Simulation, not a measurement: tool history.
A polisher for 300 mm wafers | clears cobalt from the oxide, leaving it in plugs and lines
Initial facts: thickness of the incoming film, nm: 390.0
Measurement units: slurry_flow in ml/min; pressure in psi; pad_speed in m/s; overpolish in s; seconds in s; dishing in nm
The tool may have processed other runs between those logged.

run    day  slurry_flow  pressure  pad_speed  overpolish  seconds  dishing
  1  0.000          315       2.3       1.30           8   51.943  17.0940
  2  0.371          310       2.0       1.28           7   57.591  16.9160
  3  0.629          310       2.0       1.28           6   57.306  16.6990
  4  0.975          310       2.3       1.28           6   52.275  17.0140
  5  0.996          355       2.0       1.20           5   61.379  15.2940
  6  1.362          390       2.0       1.04           4   70.758  13.4710
  7  1.633          415       2.1       0.92           4   73.613  13.1460
     1.979  -- head pressure recalibrated
  8  1.979          435       2.1       0.84           4   83.718  12.0970
  9  2.333          450       2.2       0.78           4   85.983  11.7790
 10  2.679          460       2.3       0.74           4   84.700  11.4770
 11  3.046          465       2.3       0.70           4   91.204  11.6220
 12  3.142          470       2.3       0.68           4   94.114  11.7140
 13  3.392          475       2.3       0.66           4   92.503  11.0180
 14  3.438          480       2.3       0.64           4   97.056  11.3720
 15  3.800          480       2.4       0.62           4   97.219  11.2140
 16  3.829          485       2.5       0.60           3   96.758   9.0696
 17  4.112          485       2.6       0.60           3   93.073   9.4646
 18  4.421          485       2.7       0.60           3   92.264   9.8281

Forecast run 19:
 19  4.712          485       2.8       0.60           3        ?        ?

{"run 19": {"seconds": 86.861, "dishing": 9.9431}}
